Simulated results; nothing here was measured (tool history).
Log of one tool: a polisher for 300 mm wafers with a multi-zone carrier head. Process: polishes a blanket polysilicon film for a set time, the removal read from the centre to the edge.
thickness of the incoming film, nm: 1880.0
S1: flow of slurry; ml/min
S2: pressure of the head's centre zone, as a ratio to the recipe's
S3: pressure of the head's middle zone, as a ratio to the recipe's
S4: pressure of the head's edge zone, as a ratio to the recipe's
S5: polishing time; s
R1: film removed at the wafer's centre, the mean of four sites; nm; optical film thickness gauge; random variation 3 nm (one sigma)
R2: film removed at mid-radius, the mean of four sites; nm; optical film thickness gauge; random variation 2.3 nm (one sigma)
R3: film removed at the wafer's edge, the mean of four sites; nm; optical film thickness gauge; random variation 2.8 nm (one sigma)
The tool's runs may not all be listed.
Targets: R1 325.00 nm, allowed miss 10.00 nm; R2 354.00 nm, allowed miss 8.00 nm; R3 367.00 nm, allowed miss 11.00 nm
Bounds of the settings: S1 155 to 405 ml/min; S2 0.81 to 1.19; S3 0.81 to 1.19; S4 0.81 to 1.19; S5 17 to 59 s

run 1 hour=0.0 | S1=260 S2=1.00 S3=1.00 S4=1.00 S5=38 | R1=419.40 R2=413.40 R3=401.40
run 2 hour=7.0 | S1=250 S2=0.97 S3=0.98 S4=0.99 S5=38 | R1=408.54 R2=409.63 R3=393.18
run 3 hour=11.4 | S1=245 S2=0.94 S3=0.96 S4=1.00 S5=38 | R1=397.41 R2=398.37 R3=401.17
run 4 hour=18.4 | S1=240 S2=0.92 S3=0.95 S4=0.99 S5=38 | R1=391.44 R2=394.04 R3=391.51
run 5 hour=23.1 | S1=240 S2=0.92 S3=1.01 S4=0.99 S5=38 | R1=397.81 R2=418.56 R3=391.99
-- hour=30.9 centre zone pressure recalibrated
run 6 hour=30.9 | S1=240 S2=0.90 S3=1.00 S4=1.00 S5=37 | R1=370.32 R2=402.94 R3=390.94
run 7 hour=37.5 | S1=195 S2=0.83 S3=0.90 S4=0.91 S5=36 | R1=316.95 R2=345.21 R3=351.86
run 8 hour=43.1 | S1=200 S2=0.83 S3=0.90 S4=0.92 S5=36 | R1=326.17 R2=346.15 R3=359.59

5 next moves are on the table. One of them brings every result within its allowed miss. Which?
run A hour=48.7 | S1=250 S2=0.90 S3=0.95 S4=0.93 S5=34 | R1=? R2=? R3=?
run B hour=48.7 | S1=185 S2=0.87 S3=0.87 S4=0.90 S5=38 | R1=? R2=? R3=?
run C hour=48.7 | S1=165 S2=0.81 S3=0.88 S4=0.89 S5=39 | R1=? R2=? R3=?
run D hour=48.7 | S1=210 S2=0.81 S3=0.83 S4=0.99 S5=37 | R1=? R2=? R3=?
run E hour=48.7 | S1=230 S2=0.81 S3=0.91 S4=0.81 S5=36 | R1=? R2=? R3=?

move=A R1=332.52 R2=356.20 R3=346.54
move=B R1=343.66 R2=353.12 R3=368.79
move=C R1=326.03 R2=357.65 R3=370.28
move=D R1=325.10 R2=338.14 R3=381.83
move=E R1=321.36 R2=359.94 R3=342.02
A: brings the result that was furthest off to its target, and leaves another outside
B: brings the result that was furthest off to its target, and leaves another outside
C: meets every target
D: further off than the last run
E: brings the result that was furthest off to its target, and leaves another outside
The right move is C.

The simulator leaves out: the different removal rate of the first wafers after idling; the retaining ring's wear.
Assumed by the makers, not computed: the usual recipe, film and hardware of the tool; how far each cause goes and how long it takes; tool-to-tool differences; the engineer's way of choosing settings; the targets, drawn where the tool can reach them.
